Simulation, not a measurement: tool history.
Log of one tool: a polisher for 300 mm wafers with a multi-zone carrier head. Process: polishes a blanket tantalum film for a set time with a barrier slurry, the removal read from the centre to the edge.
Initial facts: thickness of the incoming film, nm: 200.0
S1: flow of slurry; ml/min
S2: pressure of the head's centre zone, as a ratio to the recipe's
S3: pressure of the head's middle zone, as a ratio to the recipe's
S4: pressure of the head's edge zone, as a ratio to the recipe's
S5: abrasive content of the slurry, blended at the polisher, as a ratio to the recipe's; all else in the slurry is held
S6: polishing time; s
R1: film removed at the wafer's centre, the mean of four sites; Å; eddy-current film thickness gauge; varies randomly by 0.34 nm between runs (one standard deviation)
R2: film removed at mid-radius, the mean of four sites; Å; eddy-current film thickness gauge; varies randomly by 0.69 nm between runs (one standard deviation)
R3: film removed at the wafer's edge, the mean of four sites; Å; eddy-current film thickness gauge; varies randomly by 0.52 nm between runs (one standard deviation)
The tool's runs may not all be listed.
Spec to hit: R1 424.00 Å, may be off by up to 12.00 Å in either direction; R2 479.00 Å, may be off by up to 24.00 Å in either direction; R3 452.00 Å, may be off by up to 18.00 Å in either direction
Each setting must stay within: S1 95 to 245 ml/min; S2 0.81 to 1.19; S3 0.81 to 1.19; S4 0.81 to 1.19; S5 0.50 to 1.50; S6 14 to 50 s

run 1 hour=0.0 | S1=155 S2=1.00 S3=1.00 S4=1.00 S5=1.00 S6=32 | R1=503.54 R2=494.56 R3=494.22
run 2 hour=1.3 | S1=155 S2=1.07 S3=1.00 S4=1.00 S5=1.00 S6=32 | R1=529.71 R2=496.35 R3=487.71
run 3 hour=8.1 | S1=150 S2=1.05 S3=1.01 S4=1.00 S5=1.00 S6=32 | R1=514.62 R2=483.49 R3=487.16
run 4 hour=14.8 | S1=150 S2=1.05 S3=1.01 S4=1.07 S5=1.00 S6=32 | R1=518.19 R2=490.75 R3=506.95
run 5 hour=16.2 | S1=150 S2=1.05 S3=1.01 S4=1.07 S5=1.00 S6=27 | R1=434.94 R2=419.61 R3=424.67
run 6 hour=18.2 | S1=150 S2=1.04 S3=1.02 S4=1.07 S5=1.00 S6=27 | R1=428.44 R2=409.10 R3=436.53
run 7 hour=21.1 | S1=150 S2=1.04 S3=1.02 S4=1.07 S5=1.00 S6=27 | R1=429.08 R2=416.56 R3=429.14
run 8 hour=25.2 | S1=150 S2=1.03 S3=1.04 S4=1.07 S5=1.00 S6=27 | R1=433.11 R2=425.88 R3=424.60
run 9 hour=32.7 | S1=150 S2=1.02 S3=1.05 S4=1.08 S5=1.00 S6=27 | R1=428.14 R2=434.87 R3=426.59
run 10 hour=41.7 | S1=150 S2=1.01 S3=1.05 S4=1.09 S5=1.00 S6=27 | R1=419.91 R2=431.21 R3=427.11
run 11 hour=45.6 | S1=150 S2=1.00 S3=1.06 S4=1.10 S5=1.00 S6=27 | R1=422.09 R2=429.62 R3=434.08

4 candidate next runs follow, results not yet known. Just one meets every target within its allowed miss. Identify it.
run A hour=49.5 | S1=150 S2=0.93 S3=1.12 S4=1.08 S5=1.00 S6=28 | R1=? R2=? R3=?
run B hour=49.5 | S1=125 S2=0.95 S3=1.06 S4=1.17 S5=1.05 S6=27 | R1=? R2=? R3=?
run C hour=49.5 | S1=140 S2=1.13 S3=0.84 S4=1.13 S5=0.95 S6=26 | R1=? R2=? R3=?
run D hour=49.5 | S1=175 S2=1.02 S3=1.09 S4=0.93 S5=0.50 S6=31 | R1=? R2=? R3=?

move=A R1=417.91 R2=467.23 R3=436.86
move=B R1=399.51 R2=422.05 R3=434.94
move=C R1=429.78 R2=332.98 R3=408.67
move=D R1=424.55 R2=435.81 R3=385.80
A: every result lands within tolerance
B: its largest miss is bigger than the last run's
C: its largest miss is bigger than the last run's
D: its largest miss is bigger than the last run's
So the answer is move A, the one that meets all the targets.
